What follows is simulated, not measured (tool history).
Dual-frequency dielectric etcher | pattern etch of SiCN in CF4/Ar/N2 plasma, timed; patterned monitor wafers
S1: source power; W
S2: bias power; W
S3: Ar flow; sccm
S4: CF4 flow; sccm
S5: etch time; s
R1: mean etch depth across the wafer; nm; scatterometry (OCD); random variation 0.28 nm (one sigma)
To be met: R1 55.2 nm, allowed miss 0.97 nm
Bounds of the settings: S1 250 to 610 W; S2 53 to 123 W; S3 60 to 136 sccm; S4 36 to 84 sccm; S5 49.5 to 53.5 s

| run | hour | S1 | S2 | S3 | S4 | S5 | R1 |
|---|---|---|---|---|---|---|---|
| 1 | 0 | 430 | 88 | 98 | 60 | 53.5 | 46.714 |
| 2 | 3 | 440 | 88 | 98 | 60 | 53.5 | 47.776 |
| 3 | 9.3 | 440 | 88 | 98 | 60 | 49.5 | 44.139 |
| 4 | 14.1 | 440 | 88 | 98 | 60 | 49.5 | 44.183 |
| 5 | 20.7 | 440 | 88 | 98 | 60 | 53.5 | 47.495 |
| 6 | 26.3 | 440 | 88 | 98 | 51 | 53.5 | 46.959 |
| 7 | 33.9 | 450 | 88 | 98 | 51 | 53.5 | 47.596 |
| 8 | 40.3 | 460 | 88 | 98 | 51 | 53.5 | 48.028 |
| 9 | 43.9 | 470 | 88 | 98 | 51 | 53.5 | 49.341 |
| 10 | 48.5 | 480 | 88 | 98 | 51 | 53.5 | 49.63 |
| 11 | 55.3 | 490 | 88 | 98 | 51 | 53.5 | 51.012 |
| 12 | 60.7 | 500 | 88 | 98 | 51 | 53.5 | 51.246 |
| 13 | 66 | 510 | 88 | 98 | 51 | 53.5 | 52.81 |
| 14 | 74.5 | 520 | 88 | 98 | 51 | 53.5 | 53.451 |

Which of these 4 next moves meets every target?
| A | 83 | 520 | 82 | 99 | 51 | 53.5 | ? |
| B | 83 | 560 | 90 | 90 | 52 | 50.5 | ? |
| C | 83 | 580 | 87 | 102 | 50 | 53 | ? |
| D | 83 | 570 | 87 | 102 | 52 | 49.5 | ? |

| move | R1 |
|---|---|
| A | 52.568 |
| B | 55.142 |
| C | 57.486 |
| D | 53.224 |
A: further off than the last run
B: meets every target
C: takes the result that was furthest off past its target
D: further off than the last run
Move B is the one to make.

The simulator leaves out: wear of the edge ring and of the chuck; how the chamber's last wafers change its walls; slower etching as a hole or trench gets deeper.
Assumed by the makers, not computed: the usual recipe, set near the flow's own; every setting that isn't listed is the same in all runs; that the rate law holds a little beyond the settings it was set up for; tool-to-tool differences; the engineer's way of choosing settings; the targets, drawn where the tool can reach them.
